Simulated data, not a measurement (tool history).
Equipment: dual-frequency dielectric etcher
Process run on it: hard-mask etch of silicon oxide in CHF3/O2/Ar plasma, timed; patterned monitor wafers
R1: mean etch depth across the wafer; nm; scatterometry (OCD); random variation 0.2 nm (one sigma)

{"run": 1, "hour": 0.0, "source power (kW)": 0.79, "bias power (kW)": 0.192, "etch time (s)": 26.5, "R1": 55.202}
{"run": 2, "hour": 1.5, "source power (kW)": 0.77, "bias power (kW)": 0.191, "etch time (s)": 26.5, "R1": 54.347}
{"run": 3, "hour": 4.0, "source power (kW)": 0.76, "bias power (kW)": 0.19, "etch time (s)": 26.5, "R1": 54.215}
{"run": 4, "hour": 11.6, "source power (kW)": 0.75, "bias power (kW)": 0.189, "etch time (s)": 26.5, "R1": 54.038}
{"run": 5, "hour": 17.7, "source power (kW)": 0.74, "bias power (kW)": 0.188, "etch time (s)": 26.5, "R1": 53.637}
{"run": 6, "hour": 26.7, "source power (kW)": 0.73, "bias power (kW)": 0.187, "etch time (s)": 26.5, "R1": 53.379}
{"run": 7, "hour": 31.3, "source power (kW)": 0.72, "bias power (kW)": 0.186, "etch time (s)": 26.5, "R1": 53.229}

Estimate the outcome of run 8 from the log above:
{"run": 8, "hour": 33.3, "source power (kW)": 0.71, "bias power (kW)": 0.185, "etch time (s)": 26.5, "R1": "?"}

Logged for run 8: R1 53.02 nm.
